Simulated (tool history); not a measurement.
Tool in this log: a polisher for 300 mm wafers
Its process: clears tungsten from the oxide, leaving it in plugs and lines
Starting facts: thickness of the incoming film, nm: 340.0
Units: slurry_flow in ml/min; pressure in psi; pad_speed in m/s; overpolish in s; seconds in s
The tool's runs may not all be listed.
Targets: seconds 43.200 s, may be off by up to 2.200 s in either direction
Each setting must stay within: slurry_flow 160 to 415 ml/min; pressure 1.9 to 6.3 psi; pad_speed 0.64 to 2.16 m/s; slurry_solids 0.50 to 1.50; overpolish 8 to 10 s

run  hour  slurry_flow  pressure  pad_speed  slurry_solids  overpolish  seconds
  1   0.0          265       4.1       1.40           1.00          10   56.566
  2   5.1          290       4.1       1.40           1.00          10   55.066
  3  10.6          290       4.1       1.40           1.00          10   55.291
  4  17.5          290       4.1       1.12           1.00          10   64.509
  5  20.1          290       4.3       1.12           1.00          10   62.940
  6  22.2          290       3.4       1.12           1.00          10   81.347
  7  27.5          290       4.5       1.20           1.00          10   55.953
  8  29.1          290       4.6       1.20           1.00          10   55.601
  9  35.0          290       4.7       1.20           1.00          10   53.905
 10  38.2          290       4.8       1.20           1.00          10   52.113

Which single option among these 5 for the next run brings every result within its allowed miss of target? Just one does.
  A  41.4          285       5.4       1.60           1.00           8        ?
  B  41.4          285       5.6       1.46           1.00           8        ?
  C  41.4          360       5.8       1.44           1.00           8        ?
  D  41.4          300       4.8       1.62           0.90          10        ?
  E  41.4          290       5.5       0.66           0.95           8        ?

move  seconds
   A   37.474
   B   38.908
   C   37.221
   D   42.607
   E   70.730
A: takes the biggest miss from the last run beyond its target
B: takes the biggest miss from the last run beyond its target
C: takes the biggest miss from the last run beyond its target
D: every result lands within tolerance
E: its largest miss is bigger than the last run's
The right move is D.
